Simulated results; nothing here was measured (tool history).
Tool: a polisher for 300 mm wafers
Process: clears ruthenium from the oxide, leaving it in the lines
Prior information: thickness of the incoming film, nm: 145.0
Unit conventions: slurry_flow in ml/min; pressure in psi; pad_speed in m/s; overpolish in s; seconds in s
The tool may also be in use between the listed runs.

{"run": 1, "hour": 0.0, "slurry_flow": 250, "pressure": 2.2, "pad_speed": 1.0, "overpolish": 28, "seconds": 97.523}
{"run": 2, "hour": 2.9, "slurry_flow": 300, "pressure": 2.2, "pad_speed": 1.0, "overpolish": 28, "seconds": 96.789}
{"run": 3, "hour": 7.4, "slurry_flow": 300, "pressure": 2.2, "pad_speed": 1.0, "overpolish": 30, "seconds": 95.382}
{"run": 4, "hour": 13.8, "slurry_flow": 300, "pressure": 2.2, "pad_speed": 1.18, "overpolish": 30, "seconds": 84.366}
{"run": 5, "hour": 20.1, "slurry_flow": 300, "pressure": 2.2, "pad_speed": 1.0, "overpolish": 30, "seconds": 95.777}
{"run": 6, "hour": 24.9, "slurry_flow": 300, "pressure": 2.0, "pad_speed": 0.98, "overpolish": 30, "seconds": 104.71}
{"run": 7, "hour": 26.0, "slurry_flow": 300, "pressure": 1.8, "pad_speed": 0.94, "overpolish": 30, "seconds": 119.9}

Run 8, settings as shown, results not yet in. Your forecast:
{"run": 8, "hour": 30.3, "slurry_flow": 300, "pressure": 1.7, "pad_speed": 0.92, "overpolish": 30, "seconds": "?"}

Run 8 yielded seconds 134.490 s.

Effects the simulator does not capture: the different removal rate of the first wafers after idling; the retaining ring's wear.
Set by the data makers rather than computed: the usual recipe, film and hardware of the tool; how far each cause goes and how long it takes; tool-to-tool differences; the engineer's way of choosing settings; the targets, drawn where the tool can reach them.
